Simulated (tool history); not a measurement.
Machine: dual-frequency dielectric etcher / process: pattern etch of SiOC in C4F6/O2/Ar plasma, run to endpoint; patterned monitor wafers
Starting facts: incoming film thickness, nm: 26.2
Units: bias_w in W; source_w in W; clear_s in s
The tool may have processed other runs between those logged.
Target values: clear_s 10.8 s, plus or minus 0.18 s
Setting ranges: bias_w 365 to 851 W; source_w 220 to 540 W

run  hour  bias_w  source_w  clear_s
  1     0     608       380    9.002
  2     6     608       450   8.4169
  3  14.7     608       380   8.9955
  4  22.2     608       330   9.3882
  5  24.5     608       270   10.085
  6  28.6     650       270   9.8402
  7  35.1     650       270   9.7731
  8  40.4     611       270   10.011
  9  48.8     578       270   10.225
 10  52.5     555       270   10.371
 11  55.6     538       270   10.518
 12  60.6     527       270   10.521

5 candidate next runs follow, results not yet known. Just one meets every target within its allowed miss. Identify it.
  A  65.6     552       280        ?
  B  65.6     541       300        ?
  C  65.6     536       220        ?
  D  65.6     506       300        ?
  E  65.6     458       300        ?

move  clear_s
   A   10.287
   B   10.122
   C   11.268
   D   10.367
   E   10.735
A: its largest miss is bigger than the last run's
B: its largest miss is bigger than the last run's
C: takes the result that was furthest off past its target
D: its largest miss is bigger than the last run's
E: each result inside its tolerance
The right move is E.
